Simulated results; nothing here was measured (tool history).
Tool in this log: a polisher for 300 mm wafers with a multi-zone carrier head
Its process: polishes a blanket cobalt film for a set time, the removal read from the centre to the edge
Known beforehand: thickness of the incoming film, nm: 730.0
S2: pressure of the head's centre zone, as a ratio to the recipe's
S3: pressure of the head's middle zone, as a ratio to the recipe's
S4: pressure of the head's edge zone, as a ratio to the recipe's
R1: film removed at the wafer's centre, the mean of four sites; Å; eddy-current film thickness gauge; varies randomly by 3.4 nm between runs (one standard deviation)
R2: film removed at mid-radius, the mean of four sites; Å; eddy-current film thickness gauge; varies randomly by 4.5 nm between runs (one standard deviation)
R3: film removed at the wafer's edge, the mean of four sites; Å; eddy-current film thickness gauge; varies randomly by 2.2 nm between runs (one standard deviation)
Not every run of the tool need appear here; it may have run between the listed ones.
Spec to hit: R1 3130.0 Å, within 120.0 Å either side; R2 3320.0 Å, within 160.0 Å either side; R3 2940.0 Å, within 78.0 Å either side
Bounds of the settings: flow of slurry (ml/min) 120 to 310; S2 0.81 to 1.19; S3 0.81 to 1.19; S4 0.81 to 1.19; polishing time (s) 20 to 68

Run 1, hour 0.0: flow of slurry (ml/min) 200, S2 1.00, S3 1.00, S4 1.00, polishing time (s) 44. Result: R1 2158.5 Å, R2 2265.7 Å, R3 2194.1 Å.
Run 2, hour 4.0: flow of slurry (ml/min) 200, S2 1.00, S3 1.03, S4 1.00, polishing time (s) 44. Result: R1 2213.1 Å, R2 2251.5 Å, R3 2209.7 Å.
Run 3, hour 9.2: flow of slurry (ml/min) 210, S2 0.99, S3 1.05, S4 0.99, polishing time (s) 45. Result: R1 2184.6 Å, R2 2415.1 Å, R3 2247.6 Å.
Run 4, hour 11.8: flow of slurry (ml/min) 210, S2 1.07, S3 1.05, S4 0.99, polishing time (s) 45. Result: R1 2413.1 Å, R2 2387.3 Å, R3 2241.2 Å.
Run 5, hour 18.5: flow of slurry (ml/min) 215, S2 1.07, S3 1.06, S4 1.00, polishing time (s) 46. Result: R1 2414.7 Å, R2 2517.7 Å, R3 2324.2 Å.
Run 6, hour 20.3: flow of slurry (ml/min) 215, S2 1.08, S3 1.06, S4 1.00, polishing time (s) 47. Result: R1 2548.3 Å, R2 2503.7 Å, R3 2373.1 Å.
Run 7, hour 21.7: flow of slurry (ml/min) 220, S2 1.08, S3 1.07, S4 1.01, polishing time (s) 48. Result: R1 2635.6 Å, R2 2601.5 Å, R3 2443.0 Å.
Run 8, hour 26.1: flow of slurry (ml/min) 225, S2 1.08, S3 1.08, S4 1.02, polishing time (s) 49. Result: R1 2653.6 Å, R2 2649.6 Å, R3 2506.4 Å.
Run 9, hour 34.4: flow of slurry (ml/min) 230, S2 1.08, S3 1.09, S4 1.02, polishing time (s) 50. Result: R1 2752.9 Å, R2 2774.4 Å, R3 2506.6 Å.

Consider the 4 candidate settings below. Which is the only one whose results all fall within their allowed miss of target?
Run A, hour 42.7: flow of slurry (ml/min) 185, S2 0.99, S3 1.08, S4 1.16, polishing time (s) 57. Result: R1 ?, R2 ?, R3 ?.
Run B, hour 42.7: flow of slurry (ml/min) 215, S2 1.01, S3 1.04, S4 0.87, polishing time (s) 62. Result: R1 ?, R2 ?, R3 ?.
Run C, hour 42.7: flow of slurry (ml/min) 250, S2 1.02, S3 1.17, S4 0.93, polishing time (s) 60. Result: R1 ?, R2 ?, R3 ?.
Run D, hour 42.7: flow of slurry (ml/min) 260, S2 1.12, S3 1.19, S4 1.02, polishing time (s) 61. Result: R1 ?, R2 ?, R3 ?.

move      R1      R2      R3
   A  2726.8  3094.0  3031.4
   B  3077.9  3310.5  2902.8
   C  3059.9  3595.1  2922.9
   D  3432.3  3720.0  3113.0
A: carries the result that was furthest off beyond its target, to the other side
B: meets every target
C: corrects the largest miss of the last run, while another result sits out of spec
D: carries the result that was furthest off beyond its target, to the other side
B meets every target.
